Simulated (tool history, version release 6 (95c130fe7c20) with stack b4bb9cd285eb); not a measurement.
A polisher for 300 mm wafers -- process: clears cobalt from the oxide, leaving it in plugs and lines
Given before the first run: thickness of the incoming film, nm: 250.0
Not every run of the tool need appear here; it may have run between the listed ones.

run    day  flow of slurry (ml/min)  pressure of the wafer on the pad (kPa)  speed of the pad under the wafer (m/s)  overpolish time after the end point (s)  time until the end point was called (s)  dishing of a wide line in a test structure (Å)
  1      0                      210                                    11.7                                    0.96                                       13                                   77.343                                          262.32
  2  0.288                      210                                    11.7                                    0.96                                       12                                   78.328                                          260.77
  3  0.629                      210                                    11.7                                    0.96                                       15                                     78.8                                          298.66
  4  0.904                      210                                    11.7                                    0.96                                       13                                   78.904                                          275.75
  5  1.171                      255                                    11.7                                    0.96                                       13                                   76.631                                          275.77
  6  1.425                      255                                    11.7                                    0.82                                       13                                   90.993                                          248.61
  7    1.8                      255                                    12.4                                    0.82                                       11                                   85.465                                          234.92

Run 8, settings as shown, results not yet in. Your forecast:
  8  2.158                      255                                    13.1                                    0.82                                       10                                        ?                                               ?

time until the end point was called (s): 80.594
dishing of a wide line in a test structure (Å): 222.76
